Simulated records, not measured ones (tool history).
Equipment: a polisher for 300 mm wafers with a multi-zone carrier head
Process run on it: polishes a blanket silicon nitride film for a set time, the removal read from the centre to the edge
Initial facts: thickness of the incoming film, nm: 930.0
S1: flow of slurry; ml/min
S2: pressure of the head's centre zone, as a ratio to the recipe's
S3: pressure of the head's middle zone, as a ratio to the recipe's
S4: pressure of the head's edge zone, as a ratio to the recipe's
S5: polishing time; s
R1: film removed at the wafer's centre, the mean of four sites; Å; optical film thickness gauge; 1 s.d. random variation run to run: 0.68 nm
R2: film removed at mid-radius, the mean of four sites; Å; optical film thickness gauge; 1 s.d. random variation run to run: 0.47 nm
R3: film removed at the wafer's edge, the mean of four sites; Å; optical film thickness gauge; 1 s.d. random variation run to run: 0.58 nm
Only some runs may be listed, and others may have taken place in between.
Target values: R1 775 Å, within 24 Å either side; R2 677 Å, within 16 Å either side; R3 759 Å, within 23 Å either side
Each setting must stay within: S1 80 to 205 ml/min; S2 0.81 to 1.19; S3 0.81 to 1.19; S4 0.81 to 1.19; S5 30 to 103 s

| run | hour | S1 | S2 | S3 | S4 | S5 | R1 | R2 | R3 |
|---|---|---|---|---|---|---|---|---|---|
| 1 | 0 | 135 | 1 | 1 | 1 | 66 | 949.93 | 957.53 | 952.36 |
| 2 | 6.6 | 130 | 1 | 0.97 | 0.98 | 65 | 924.02 | 920.78 | 917 |
| 3 | 14.5 | 130 | 1 | 0.88 | 0.98 | 65 | 931.03 | 862.98 | 914.14 |
| 4 | 16 | 130 | 1 | 0.95 | 0.98 | 65 | 925.8 | 910.58 | 926.6 |
| 5 | 22.9 | 130 | 1.05 | 0.95 | 0.98 | 65 | 962.56 | 893.89 | 926.79 |
| 6 | 25 | 130 | 1.05 | 0.95 | 0.98 | 74 | 1109.2 | 1025.2 | 1052 |
| 7 | 33.1 | 125 | 1.05 | 0.93 | 0.98 | 71 | 1039.8 | 964.43 | 974.5 |
| 8 | 36.9 | 125 | 1.05 | 0.93 | 0.98 | 71 | 1060 | 956.9 | 993.67 |
| 9 | 44.6 | 120 | 1.04 | 0.91 | 0.98 | 69 | 993.74 | 903.15 | 951.71 |
| 10 | 51.9 | 85 | 1.03 | 0.81 | 0.92 | 57 | 726.65 | 631.24 | 725.6 |
| 11 | 59.6 | 90 | 1.03 | 0.81 | 0.92 | 57 | 754.89 | 650.92 | 729.61 |
| 12 | 67.6 | 95 | 1.02 | 0.81 | 0.94 | 57 | 743.03 | 664.12 | 741.71 |

Exercise: of the 5 proposed moves below, exactly one satisfies all targets within the stated allowed misses. Which move is it?
| A | 75.6 | 85 | 0.97 | 0.84 | 1.05 | 58 | ? | ? | ? |
| B | 75.6 | 80 | 1.01 | 0.81 | 1.02 | 59 | ? | ? | ? |
| C | 75.6 | 95 | 1 | 0.81 | 1.07 | 55 | ? | ? | ? |
| D | 75.6 | 140 | 1.02 | 0.82 | 0.99 | 53 | ? | ? | ? |
| E | 75.6 | 100 | 0.99 | 0.84 | 0.95 | 55 | ? | ? | ? |

| move | R1 | R2 | R3 |
|---|---|---|---|
| A | 710.73 | 655.19 | 779.68 |
| B | 735.81 | 638.77 | 772.15 |
| C | 722.38 | 628.04 | 763.39 |
| D | 790.48 | 669.84 | 755.7 |
| E | 727.17 | 651.84 | 727.4 |
A: misses by more than the last run did
B: misses by more than the last run did
C: misses by more than the last run did
D: every result within its allowed miss
E: misses by more than the last run did
So the answer is move D, the one that meets all the targets.
